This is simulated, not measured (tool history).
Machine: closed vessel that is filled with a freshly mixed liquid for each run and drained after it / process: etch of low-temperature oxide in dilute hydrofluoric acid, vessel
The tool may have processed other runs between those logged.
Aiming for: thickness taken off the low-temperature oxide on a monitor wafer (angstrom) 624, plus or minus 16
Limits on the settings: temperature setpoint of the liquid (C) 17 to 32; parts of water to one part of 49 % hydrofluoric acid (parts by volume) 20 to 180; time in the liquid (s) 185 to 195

| run | hour | temperature setpoint of the liquid (C) | parts of water to one part of 49 % hydrofluoric acid (parts by volume) | time in the liquid (s) | thickness taken off the low-temperature oxide on a monitor wafer (angstrom) |
|---|---|---|---|---|---|
| 1 | 0 | 24 | 100 | 185 | 280.87 |
| 2 | 3.1 | 26 | 90 | 185 | 341.28 |
| 3 | 8.6 | 27.5 | 80 | 185 | 411.46 |
| 4 | 10.3 | 28.5 | 75 | 185 | 461.34 |
| 5 | 11.4 | 29.5 | 70 | 185 | 517.06 |
| 6 | 18.4 | 29.5 | 85 | 185 | 416.92 |
| 7 | 20.8 | 30 | 80 | 185 | 455.83 |
| 8 | 25.7 | 30.5 | 75 | 185 | 494.15 |
| 9 | 26.8 | 31 | 70 | 185 | 545.88 |
| 10 | 30.3 | 31.5 | 70 | 185 | 559.95 |
| 11 | 38.2 | 31.5 | 70 | 185 | 555.84 |

4 next moves are on the table. One of them brings every result within its allowed miss. Which?
| A | 46.1 | 31 | 65 | 195 | ? |
| B | 46.1 | 31 | 65 | 185 | ? |
| C | 46.1 | 32 | 70 | 190 | ? |
| D | 46.1 | 31 | 70 | 195 | ? |

| move | thickness taken off the low-temperature oxide on a monitor wafer (angstrom) |
|---|---|
| A | 629.15 |
| B | 596.88 |
| C | 586.78 |
| D | 579.76 |
A: each result inside its tolerance
B: nearer than the last run, and not there yet
C: nearer than the last run, and not there yet
D: nearer than the last run, and not there yet
The move that meets every target is A.
